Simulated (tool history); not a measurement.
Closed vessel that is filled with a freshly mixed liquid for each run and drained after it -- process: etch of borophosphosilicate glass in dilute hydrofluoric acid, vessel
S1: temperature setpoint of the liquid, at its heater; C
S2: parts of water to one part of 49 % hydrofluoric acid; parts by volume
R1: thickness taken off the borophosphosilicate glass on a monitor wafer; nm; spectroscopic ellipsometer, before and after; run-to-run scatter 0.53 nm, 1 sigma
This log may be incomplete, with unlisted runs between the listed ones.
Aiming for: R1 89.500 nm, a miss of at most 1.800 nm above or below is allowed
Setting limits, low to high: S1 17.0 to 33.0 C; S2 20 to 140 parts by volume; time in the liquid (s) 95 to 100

Run 1, hour 0.0: S1 25.0 C, S2 75 parts by volume, time in the liquid (s) 95. Result: R1 78.231 nm.
Run 2, hour 3.2: S1 25.0 C, S2 75 parts by volume, time in the liquid (s) 100. Result: R1 82.711 nm.
Run 3, hour 8.9: S1 25.0 C, S2 45 parts by volume, time in the liquid (s) 100. Result: R1 143.750 nm.
Run 4, hour 11.5: S1 23.5 C, S2 45 parts by volume, time in the liquid (s) 100. Result: R1 135.230 nm.
Run 5, hour 13.0: S1 23.5 C, S2 35 parts by volume, time in the liquid (s) 100. Result: R1 173.420 nm.
Run 6, hour 17.9: S1 23.5 C, S2 35 parts by volume, time in the liquid (s) 95. Result: R1 168.080 nm.
Run 7, hour 23.6: S1 22.5 C, S2 40 parts by volume, time in the liquid (s) 95. Result: R1 140.590 nm.
Run 8, hour 28.8: S1 21.5 C, S2 45 parts by volume, time in the liquid (s) 95. Result: R1 117.030 nm.
Run 9, hour 36.5: S1 20.5 C, S2 45 parts by volume, time in the liquid (s) 95. Result: R1 112.960 nm.
Run 10, hour 39.9: S1 20.0 C, S2 45 parts by volume, time in the liquid (s) 95. Result: R1 110.600 nm.
Run 11, hour 42.6: S1 19.5 C, S2 45 parts by volume, time in the liquid (s) 95. Result: R1 109.240 nm.
Run 12, hour 44.6: S1 19.0 C, S2 45 parts by volume, time in the liquid (s) 95. Result: R1 105.590 nm.
Run 13, hour 48.6: S1 18.5 C, S2 45 parts by volume, time in the liquid (s) 95. Result: R1 103.410 nm.
Run 14, hour 55.7: S1 18.0 C, S2 45 parts by volume, time in the liquid (s) 95. Result: R1 101.270 nm.
Run 15, hour 62.8: S1 17.0 C, S2 50 parts by volume, time in the liquid (s) 95. Result: R1 87.019 nm.

Pick the move, out of 5, that brings all results within their allowed miss; only one does.
Run A, hour 69.9: S1 19.0 C, S2 55 parts by volume, time in the liquid (s) 95. Result: R1 ?.
Run B, hour 69.9: S1 17.5 C, S2 50 parts by volume, time in the liquid (s) 100. Result: R1 ?.
Run C, hour 69.9: S1 17.5 C, S2 50 parts by volume, time in the liquid (s) 95. Result: R1 ?.
Run D, hour 69.9: S1 18.5 C, S2 55 parts by volume, time in the liquid (s) 95. Result: R1 ?.
Run E, hour 69.9: S1 17.5 C, S2 55 parts by volume, time in the liquid (s) 100. Result: R1 ?.

move      R1
   A  86.478
   B  94.419
   C  89.698
   D  84.649
   E  85.354
A: lands further from the targets than the last run did
B: takes the result that was furthest off past its target
C: every result lands within tolerance
D: lands further from the targets than the last run did
E: lands further from the targets than the last run did
So the answer is move C, the one that meets all the targets.
